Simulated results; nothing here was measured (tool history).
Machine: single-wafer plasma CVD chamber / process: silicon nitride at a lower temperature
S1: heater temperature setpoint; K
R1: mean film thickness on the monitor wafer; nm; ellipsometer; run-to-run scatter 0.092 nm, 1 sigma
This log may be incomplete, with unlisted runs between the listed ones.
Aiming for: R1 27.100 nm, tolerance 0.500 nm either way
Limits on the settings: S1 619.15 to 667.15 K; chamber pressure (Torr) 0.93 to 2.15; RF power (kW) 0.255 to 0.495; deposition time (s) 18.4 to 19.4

{"run": 1, "hour": 0.0, "S1": 643.15, "chamber pressure (Torr)": 1.54, "RF power (kW)": 0.375, "deposition time (s)": 19.4, "R1": 24.16}
{"run": 2, "hour": 2.3, "S1": 643.15, "chamber pressure (Torr)": 1.67, "RF power (kW)": 0.38, "deposition time (s)": 19.4, "R1": 25.171}
{"run": 3, "hour": 4.3, "S1": 643.15, "chamber pressure (Torr)": 1.67, "RF power (kW)": 0.355, "deposition time (s)": 19.4, "R1": 24.081}
{"run": 4, "hour": 12.8, "S1": 643.15, "chamber pressure (Torr)": 1.78, "RF power (kW)": 0.36, "deposition time (s)": 19.4, "R1": 24.964}
{"run": 5, "hour": 18.8, "S1": 643.15, "chamber pressure (Torr)": 1.86, "RF power (kW)": 0.36, "deposition time (s)": 19.4, "R1": 25.306}
{"run": 6, "hour": 19.9, "S1": 643.15, "chamber pressure (Torr)": 1.93, "RF power (kW)": 0.365, "deposition time (s)": 19.4, "R1": 25.822}
{"hour": 26.0, "done": "thermocouple changed; heater temperature recalibrated"}
{"run": 7, "hour": 26.0, "S1": 643.15, "chamber pressure (Torr)": 1.98, "RF power (kW)": 0.365, "deposition time (s)": 19.4, "R1": 26.132}
{"run": 8, "hour": 28.0, "S1": 643.15, "chamber pressure (Torr)": 2.02, "RF power (kW)": 0.365, "deposition time (s)": 19.4, "R1": 26.243}

Of the 4 settings listed for the next run, only one would bring every result within its allowed miss of target. Which one?
{"run": "A", "hour": 30.0, "S1": 636.15, "chamber pressure (Torr)": 1.95, "RF power (kW)": 0.44, "deposition time (s)": 18.6, "R1": "?"}
{"run": "B", "hour": 30.0, "S1": 647.15, "chamber pressure (Torr)": 1.94, "RF power (kW)": 0.415, "deposition time (s)": 18.4, "R1": "?"}
{"run": "C", "hour": 30.0, "S1": 637.15, "chamber pressure (Torr)": 2.03, "RF power (kW)": 0.355, "deposition time (s)": 19.2, "R1": "?"}
{"run": "D", "hour": 30.0, "S1": 642.15, "chamber pressure (Torr)": 2.11, "RF power (kW)": 0.4, "deposition time (s)": 18.4, "R1": "?"}

move=A R1=27.032
move=B R1=25.919
move=C R1=25.653
move=D R1=26.216
A: hits every target within its allowed miss
B: the biggest miss grows against the last run
C: the biggest miss grows against the last run
D: about the same distance from the targets as the last run
The move that meets every target is A.
